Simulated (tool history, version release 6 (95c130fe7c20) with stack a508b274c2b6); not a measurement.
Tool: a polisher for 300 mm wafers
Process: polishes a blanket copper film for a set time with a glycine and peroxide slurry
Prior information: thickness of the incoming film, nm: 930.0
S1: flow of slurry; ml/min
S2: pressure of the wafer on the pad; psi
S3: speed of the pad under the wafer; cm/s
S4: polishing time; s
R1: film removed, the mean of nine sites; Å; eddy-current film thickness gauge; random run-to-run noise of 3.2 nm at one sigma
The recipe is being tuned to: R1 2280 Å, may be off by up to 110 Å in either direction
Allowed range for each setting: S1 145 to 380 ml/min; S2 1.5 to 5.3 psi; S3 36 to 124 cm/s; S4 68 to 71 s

run	hour	S1	S2	S3	S4	R1
1	0	245	3.4	80	68	4347.6
2	1.4	245	4.2	80	68	5204.6
3	6.9	225	4.2	80	68	5217.7
4	14.5	225	3.4	80	68	4274.8
5	21.5	275	3.4	80	68	4407.5
6	23.6	275	3.2	78	68	4018.1
7	26.1	275	3	76	68	3896.7
8	29.1	275	2.8	72	68	3469
9	37.8	275	2.6	70	68	3211.4
10	41.3	275	2.5	70	68	3083.9
11	43.6	275	2.4	70	68	3037.3
12	45.7	275	2.3	70	68	2904.7
13	54.3	275	2.2	70	68	2897.6
14	54.9	275	2.1	70	68	2774

Pick the move, out of 5, that brings all results within their allowed miss; only one does.
A	55.5	275	2.9	60	71	?
B	55.5	230	1.5	72	71	?
C	55.5	270	2.4	74	71	?
D	55.5	365	2	104	71	?
E	55.5	265	1.7	82	68	?

move	R1
A	3212.5
B	2263.6
C	3256.6
D	3766.2
E	2611.4
A: misses by more than the last run did
B: every result lands within tolerance
C: misses by more than the last run did
D: misses by more than the last run did
E: better than the last run, though not everything is in spec
B meets every target.
